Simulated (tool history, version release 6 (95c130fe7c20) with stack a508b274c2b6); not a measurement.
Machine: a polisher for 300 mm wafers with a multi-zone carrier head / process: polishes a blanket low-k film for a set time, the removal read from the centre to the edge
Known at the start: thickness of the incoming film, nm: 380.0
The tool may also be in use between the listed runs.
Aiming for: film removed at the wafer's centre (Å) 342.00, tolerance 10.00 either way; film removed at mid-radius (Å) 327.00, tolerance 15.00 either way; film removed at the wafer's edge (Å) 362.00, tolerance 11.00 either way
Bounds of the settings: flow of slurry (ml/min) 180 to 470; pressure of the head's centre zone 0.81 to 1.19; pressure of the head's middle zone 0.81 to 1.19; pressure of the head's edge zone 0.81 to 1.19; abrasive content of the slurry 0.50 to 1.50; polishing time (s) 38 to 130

run	hour	flow of slurry (ml/min)	pressure of the head's centre zone	pressure of the head's middle zone	pressure of the head's edge zone	abrasive content of the slurry	polishing time (s)	film removed at the wafer's centre (Å)	film removed at mid-radius (Å)	film removed at the wafer's edge (Å)
1	0.0	300	1.00	1.00	1.00	1.00	84	478.77	429.70	436.64
2	7.6	300	1.00	1.00	1.00	0.85	84	450.35	405.92	410.86
3	14.9	300	1.00	0.94	1.00	0.85	84	444.52	390.77	411.75
4	21.5	300	0.96	0.94	1.00	0.85	84	431.65	387.66	413.71
5	23.3	300	0.96	0.94	1.00	0.90	84	438.79	409.66	417.64
6	30.4	300	1.04	0.94	1.00	0.90	84	472.40	403.45	416.93
7	34.8	290	1.00	0.92	0.99	0.80	84	440.44	380.93	399.79
8	35.7	290	0.96	0.91	0.99	0.75	84	412.45	359.17	390.09
# hour 40.3: centre zone pressure recalibrated
9	40.3	285	0.93	0.91	0.98	0.70	84	354.51	346.93	379.78
10	42.5	285	0.93	0.91	0.98	0.70	84	354.57	355.52	379.62
11	47.9	280	0.93	0.89	0.97	0.70	84	350.36	339.36	387.17

Exactly one of the 4 candidate moves below puts every result within its allowed miss. Which one?
A	53.3	365	0.93	0.87	0.97	0.75	77	?	?	?
B	53.3	180	0.93	1.03	0.96	0.85	85	?	?	?
C	53.3	320	1.00	0.83	0.92	0.80	79	?	?	?
D	53.3	205	0.88	0.85	0.95	0.60	94	?	?	?

move	film removed at the wafer's centre (Å)	film removed at mid-radius (Å)	film removed at the wafer's edge (Å)
A	345.70	332.09	362.74
B	358.75	400.23	386.27
C	382.78	331.01	367.81
D	343.57	343.69	385.42
A: every result lands within tolerance
B: the biggest miss grows against the last run
C: the furthest-off result lands on target, but another misses its tolerance
D: gains on the last run, yet a result remains outside its allowed miss
The move that meets every target is A.
